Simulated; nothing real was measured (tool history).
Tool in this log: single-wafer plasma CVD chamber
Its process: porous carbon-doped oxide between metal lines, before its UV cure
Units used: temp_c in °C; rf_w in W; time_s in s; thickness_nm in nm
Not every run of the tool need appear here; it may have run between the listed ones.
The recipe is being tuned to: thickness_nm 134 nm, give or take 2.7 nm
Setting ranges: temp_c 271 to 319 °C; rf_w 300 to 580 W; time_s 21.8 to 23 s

run	hour	temp_c	rf_w	time_s	thickness_nm
1	0	295	440	23	111.2
2	3.7	295	440	21.8	106.32
3	6.2	293	450	21.8	108.25
4	7.3	291	465	21.9	112.89
5	15.6	291	465	23	118.66
6	18.4	291	465	23	117.65
7	25.7	289	470	23	120.75
8	28.2	287	470	23	123.06
9	29.8	286	470	23	123.2
10	32.9	274	485	23	137.16

Exercise: of the 4 proposed moves below, exactly one satisfies all targets within the stated allowed misses. Which move is it?
A	36	278	515	22.3	?
B	36	273	520	21.8	?
C	36	272	530	21.8	?
D	36	275	500	23	?

move	thickness_nm
A	135.75
B	138.72
C	141.52
D	140.3
A: in spec on every target
B: moves away from the targets compared with the last run
C: moves away from the targets compared with the last run
D: moves away from the targets compared with the last run
The right move is A.
